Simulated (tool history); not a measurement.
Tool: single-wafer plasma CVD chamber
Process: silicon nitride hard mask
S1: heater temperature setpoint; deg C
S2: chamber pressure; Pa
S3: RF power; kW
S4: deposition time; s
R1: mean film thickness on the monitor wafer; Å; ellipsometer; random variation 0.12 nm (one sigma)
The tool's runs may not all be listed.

| run | hour | S1 | S2 | S3 | S4 | R1 |
|---|---|---|---|---|---|---|
| 1 | 0 | 380 | 263 | 0.325 | 47.1 | 665.17 |
| 2 | 1.1 | 373 | 263 | 0.325 | 47.1 | 668.21 |
| 3 | 6.4 | 377 | 263 | 0.325 | 47.1 | 666.43 |
| 4 | 9.8 | 377 | 223 | 0.325 | 47.1 | 648.03 |
| 5 | 17.7 | 377 | 219 | 0.32 | 47 | 636.6 |
| 6 | 19.3 | 377 | 219 | 0.32 | 44.8 | 604.21 |
| 7 | 19.9 | 377 | 215 | 0.32 | 44.8 | 605.44 |

Run 8 comes next. What will it give?
| 8 | 21.6 | 377 | 211 | 0.32 | 44.8 | ? |

R1: 604.8 Å
